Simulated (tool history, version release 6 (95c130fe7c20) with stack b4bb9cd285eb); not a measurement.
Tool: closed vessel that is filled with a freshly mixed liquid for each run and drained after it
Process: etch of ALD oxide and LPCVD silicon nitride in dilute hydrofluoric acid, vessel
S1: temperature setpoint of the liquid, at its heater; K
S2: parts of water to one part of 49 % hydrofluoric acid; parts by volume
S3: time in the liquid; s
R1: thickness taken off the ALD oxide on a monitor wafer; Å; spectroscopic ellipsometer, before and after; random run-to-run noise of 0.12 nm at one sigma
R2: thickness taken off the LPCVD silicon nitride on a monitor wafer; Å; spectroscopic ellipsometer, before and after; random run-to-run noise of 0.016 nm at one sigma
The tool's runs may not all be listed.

{"run": 1, "hour": 0.0, "S1": 296.15, "S2": 205, "S3": 165, "R1": 178.2, "R2": 5.0203}
{"run": 2, "hour": 8.9, "S1": 298.15, "S2": 205, "S3": 165, "R1": 191.08, "R2": 4.9756}
{"run": 3, "hour": 12.5, "S1": 298.15, "S2": 210, "S3": 165, "R1": 183.96, "R2": 4.5538}
{"run": 4, "hour": 14.6, "S1": 298.15, "S2": 220, "S3": 165, "R1": 173.82, "R2": 5.2864}
{"run": 5, "hour": 15.1, "S1": 298.15, "S2": 220, "S3": 120, "R1": 127.06, "R2": 3.6416}
{"run": 6, "hour": 21.5, "S1": 299.15, "S2": 215, "S3": 110, "R1": 125.39, "R2": 3.2286}
{"run": 7, "hour": 24.9, "S1": 299.65, "S2": 215, "S3": 110, "R1": 128.84, "R2": 3.6592}
{"run": 8, "hour": 25.8, "S1": 299.15, "S2": 210, "S3": 110, "R1": 129.92, "R2": 3.5263}
{"run": 9, "hour": 28.4, "S1": 299.65, "S2": 205, "S3": 100, "R1": 122.41, "R2": 3.681}
{"run": 10, "hour": 32.5, "S1": 298.65, "S2": 200, "S3": 100, "R1": 124.52, "R2": 3.48}
{"run": 11, "hour": 38.5, "S1": 299.15, "S2": 195, "S3": 100, "R1": 128.17, "R2": 3.4824}
{"run": 12, "hour": 44.6, "S1": 295.65, "S2": 170, "S3": 90, "R1": 121.33, "R2": 2.7724}

Forecast run 13:
{"run": 13, "hour": 45.6, "S1": 295.65, "S2": 160, "S3": 85, "R1": "?", "R2": "?"}

R1: 121.93 Å
R2: 2.9807 Å
